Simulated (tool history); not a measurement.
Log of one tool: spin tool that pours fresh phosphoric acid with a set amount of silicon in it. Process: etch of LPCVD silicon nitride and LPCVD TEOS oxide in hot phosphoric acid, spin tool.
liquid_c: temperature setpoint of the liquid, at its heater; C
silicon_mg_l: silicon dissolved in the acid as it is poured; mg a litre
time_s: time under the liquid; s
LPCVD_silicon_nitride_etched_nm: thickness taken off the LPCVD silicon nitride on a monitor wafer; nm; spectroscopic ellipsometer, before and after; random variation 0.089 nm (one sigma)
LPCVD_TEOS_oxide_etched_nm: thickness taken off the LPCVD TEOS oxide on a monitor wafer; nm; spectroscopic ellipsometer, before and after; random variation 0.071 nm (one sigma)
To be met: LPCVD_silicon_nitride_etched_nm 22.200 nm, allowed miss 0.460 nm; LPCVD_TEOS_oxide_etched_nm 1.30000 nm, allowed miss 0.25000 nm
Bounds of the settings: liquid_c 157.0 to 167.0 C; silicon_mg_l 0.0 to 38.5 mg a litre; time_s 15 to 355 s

run  hour  liquid_c  silicon_mg_l  time_s  LPCVD_silicon_nitride_etched_nm  LPCVD_TEOS_oxide_etched_nm
  1   0.0     162.0          17.0     180                           17.213                     0.78992
  2   1.7     161.0          17.0     180                           16.533                     0.67382
  3   9.8     159.5          17.0     180                           15.728                     0.59119
  4  10.7     159.5          24.0     180                           15.779                     0.45563
  5  14.3     161.0          22.5     185                           16.979                     0.64553
  6  16.1     161.0          22.5     145                           13.330                     0.39181
  7  20.2     162.0          22.0     160                           15.256                     0.60004
  8  27.9     163.0          24.0     170                           16.844                     0.60959
  9  34.7     164.0          22.5     175                           17.863                     0.61865
 10  36.7     164.5          18.5     180                           18.551                     0.75197
 11  38.9     165.0          15.5     185                           19.537                     0.90483
 12  43.7     165.5          14.0     190                           20.344                     1.09160
 13  48.6     166.0          13.5     190                           20.761                     1.15810
 14  54.7     166.0          13.5     190                           20.624                     1.07270
 15  57.5     166.0          13.0     190                           20.674                     0.96149
 16  65.0     166.0          10.5     190                           20.704                     1.25200
 17  73.8     166.5          11.0     195                           21.467                     1.33450
 18  75.8     166.5          11.5     195                           21.493                     1.20390

4 next moves are on the table. One of them brings every result within its allowed miss. Which?
  A  77.8     163.5           0.0     230                                ?                           ?
  B  77.8     167.0          11.0     185                                ?                           ?
  C  77.8     166.0          10.0     205                                ?                           ?
  D  77.8     165.5          14.5     195                                ?                           ?

move  LPCVD_silicon_nitride_etched_nm  LPCVD_TEOS_oxide_etched_nm
   A                           22.960                     1.40530
   B                           20.713                     1.16480
   C                           22.216                     1.22840
   D                           20.790                     1.01440
A: takes the result that was furthest off past its target
B: further off than the last run
C: meets every target
D: further off than the last run
Move C is the one to make.
